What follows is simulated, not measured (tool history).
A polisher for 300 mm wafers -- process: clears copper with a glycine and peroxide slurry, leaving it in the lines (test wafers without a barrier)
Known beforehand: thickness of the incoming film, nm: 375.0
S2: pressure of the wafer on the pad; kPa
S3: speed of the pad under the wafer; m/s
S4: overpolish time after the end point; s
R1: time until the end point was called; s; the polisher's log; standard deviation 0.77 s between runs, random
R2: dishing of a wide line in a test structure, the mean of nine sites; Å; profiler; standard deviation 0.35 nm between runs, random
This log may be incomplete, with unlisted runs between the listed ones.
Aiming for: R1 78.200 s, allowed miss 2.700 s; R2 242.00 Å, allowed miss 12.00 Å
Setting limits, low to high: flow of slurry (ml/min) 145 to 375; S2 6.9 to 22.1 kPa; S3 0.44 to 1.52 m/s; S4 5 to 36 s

{"run": 1, "hour": 0.0, "flow of slurry (ml/min)": 240, "S2": 14.5, "S3": 0.98, "S4": 18, "R1": 73.302, "R2": 487.77}
{"run": 2, "hour": 5.1, "flow of slurry (ml/min)": 240, "S2": 13.1, "S3": 0.98, "S4": 18, "R1": 78.534, "R2": 464.14}
{"run": 3, "hour": 11.8, "flow of slurry (ml/min)": 225, "S2": 11.7, "S3": 1.06, "S4": 16, "R1": 81.599, "R2": 412.76}
{"run": 4, "hour": 16.3, "flow of slurry (ml/min)": 210, "S2": 11.0, "S3": 1.14, "S4": 14, "R1": 82.423, "R2": 384.21}
{"run": 5, "hour": 19.4, "flow of slurry (ml/min)": 215, "S2": 10.3, "S3": 1.2, "S4": 12, "R1": 84.21, "R2": 328.95}
{"run": 6, "hour": 23.1, "flow of slurry (ml/min)": 215, "S2": 10.3, "S3": 0.98, "S4": 12, "R1": 94.066, "R2": 311.7}
{"run": 7, "hour": 24.3, "flow of slurry (ml/min)": 245, "S2": 10.3, "S3": 1.02, "S4": 11, "R1": 92.006, "R2": 295.18}
{"run": 8, "hour": 30.7, "flow of slurry (ml/min)": 260, "S2": 11.0, "S3": 1.04, "S4": 10, "R1": 86.945, "R2": 284.24}
{"run": 9, "hour": 39.1, "flow of slurry (ml/min)": 270, "S2": 11.0, "S3": 1.04, "S4": 9, "R1": 86.237, "R2": 260.78}
{"run": 10, "hour": 41.1, "flow of slurry (ml/min)": 280, "S2": 11.0, "S3": 1.04, "S4": 9, "R1": 84.591, "R2": 266.44}
{"run": 11, "hour": 44.2, "flow of slurry (ml/min)": 290, "S2": 11.0, "S3": 1.04, "S4": 9, "R1": 85.021, "R2": 265.64}
{"run": 12, "hour": 51.9, "flow of slurry (ml/min)": 295, "S2": 11.0, "S3": 1.04, "S4": 9, "R1": 85.959, "R2": 264.87}
{"run": 13, "hour": 55.2, "flow of slurry (ml/min)": 270, "S2": 11.7, "S3": 1.12, "S4": 5, "R1": 79.311, "R2": 177.56}
{"run": 14, "hour": 59.3, "flow of slurry (ml/min)": 275, "S2": 11.7, "S3": 1.14, "S4": 6, "R1": 77.79, "R2": 211.45}

Which of these 4 next moves meets every target?
{"run": "A", "hour": 63.4, "flow of slurry (ml/min)": 200, "S2": 12.4, "S3": 1.16, "S4": 5, "R1": "?", "R2": "?"}
{"run": "B", "hour": 63.4, "flow of slurry (ml/min)": 210, "S2": 13.8, "S3": 0.96, "S4": 7, "R1": "?", "R2": "?"}
{"run": "C", "hour": 63.4, "flow of slurry (ml/min)": 245, "S2": 11.7, "S3": 1.22, "S4": 8, "R1": "?", "R2": "?"}
{"run": "D", "hour": 63.4, "flow of slurry (ml/min)": 290, "S2": 11.7, "S3": 1.22, "S4": 5, "R1": "?", "R2": "?"}

move=A R1=76.347 R2=186.88
move=B R1=78.160 R2=244.06
move=C R1=76.313 R2=273.53
move=D R1=75.427 R2=188.41
A: the biggest miss grows against the last run
B: each result inside its tolerance
C: pushes the last run's worst result past its target
D: the biggest miss grows against the last run
So the answer is move B, the one that meets all the targets.

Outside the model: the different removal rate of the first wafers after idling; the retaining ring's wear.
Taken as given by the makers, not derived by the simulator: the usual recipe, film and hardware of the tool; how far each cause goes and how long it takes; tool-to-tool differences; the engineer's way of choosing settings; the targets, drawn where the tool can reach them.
